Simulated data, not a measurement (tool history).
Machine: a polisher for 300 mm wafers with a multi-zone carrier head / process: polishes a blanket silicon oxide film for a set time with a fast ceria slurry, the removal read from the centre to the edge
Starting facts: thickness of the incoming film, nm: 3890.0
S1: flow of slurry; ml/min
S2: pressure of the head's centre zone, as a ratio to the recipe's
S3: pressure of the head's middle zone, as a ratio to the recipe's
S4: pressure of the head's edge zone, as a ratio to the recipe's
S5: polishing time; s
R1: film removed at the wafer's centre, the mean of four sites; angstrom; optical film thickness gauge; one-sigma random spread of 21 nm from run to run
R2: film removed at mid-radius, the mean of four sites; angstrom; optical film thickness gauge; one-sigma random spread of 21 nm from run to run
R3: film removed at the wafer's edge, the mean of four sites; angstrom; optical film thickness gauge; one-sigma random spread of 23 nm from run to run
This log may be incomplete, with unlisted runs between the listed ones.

run	hour	S1	S2	S3	S4	S5	R1	R2	R3
1	0	310	1	1	1	84	13411	12952	13116
2	8	350	1	1	1	84	13421	13440	13309
3	12.9	350	1.02	0.99	1.03	88	14277	13905	14076
4	19.8	350	1.02	0.99	1.11	88	14134	14111	14700
5	23.7	350	1.04	0.98	1.12	91	14586	14074	14771
6	32	350	1.04	0.98	1.18	91	15017	13876	15426
7	38.1	350	1.05	0.98	1.18	94	15402	14521	15929
8	41.6	350	1.05	0.98	1.18	94	15140	14691	16168
9	48.5	350	1.05	0.98	1.18	94	15223	14486	16166

Run 10 is up next; what results do you expect?
10	52.6	355	1.07	0.98	1.17	96	?	?	?

Run 10 produced R1 16133 angstrom, R2 14983 angstrom, R3 16792 angstrom.
